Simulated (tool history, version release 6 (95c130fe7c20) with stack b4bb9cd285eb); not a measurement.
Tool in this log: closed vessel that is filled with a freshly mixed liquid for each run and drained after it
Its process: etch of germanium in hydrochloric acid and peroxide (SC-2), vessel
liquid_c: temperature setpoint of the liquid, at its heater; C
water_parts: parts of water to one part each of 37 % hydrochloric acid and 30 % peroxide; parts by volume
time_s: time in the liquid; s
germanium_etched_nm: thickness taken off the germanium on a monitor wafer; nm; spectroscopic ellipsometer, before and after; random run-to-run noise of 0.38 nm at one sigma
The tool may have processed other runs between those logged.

run,hour,liquid_c,water_parts,time_s,germanium_etched_nm
1,0.0,50.0,10.0,30,50.212
2,1.0,54.5,10.0,30,57.811
3,9.5,54.5,7.5,30,59.060
4,14.9,54.5,7.5,30,60.158
5,19.8,54.5,10.5,30,57.887
6,21.7,59.5,10.5,30,67.121
7,29.5,56.5,10.5,30,61.894
8,32.9,54.0,10.5,30,57.188
9,41.6,52.0,10.5,30,53.359

Run 10 has not been measured yet. What should we expect?
10,43.8,50.5,10.5,30,?

germanium_etched_nm: 51.401 nm
